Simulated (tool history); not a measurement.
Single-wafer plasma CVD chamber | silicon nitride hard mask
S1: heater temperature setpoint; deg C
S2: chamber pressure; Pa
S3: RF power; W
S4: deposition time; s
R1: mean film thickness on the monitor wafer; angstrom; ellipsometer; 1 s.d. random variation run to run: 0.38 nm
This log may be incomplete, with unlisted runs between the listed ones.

run	hour	S1	S2	S3	S4	R1
1	0	415	247	385	70.7	1045.3
2	3	415	247	365	70.7	1012.8
3	6.5	415	247	365	73	1047.4
4	12.4	415	263	365	73	1065.4
5	20.5	415	263	325	73	970.36
6	26.1	415	279	335	73	1017.3
7	30.3	415	292	340	73	1035.3
8	34.6	415	303	345	73	1059.8

Run 9 is up next; what results do you expect?
9	36.5	415	311	350	73	?

{"run 9": {"R1": 1080.5}}
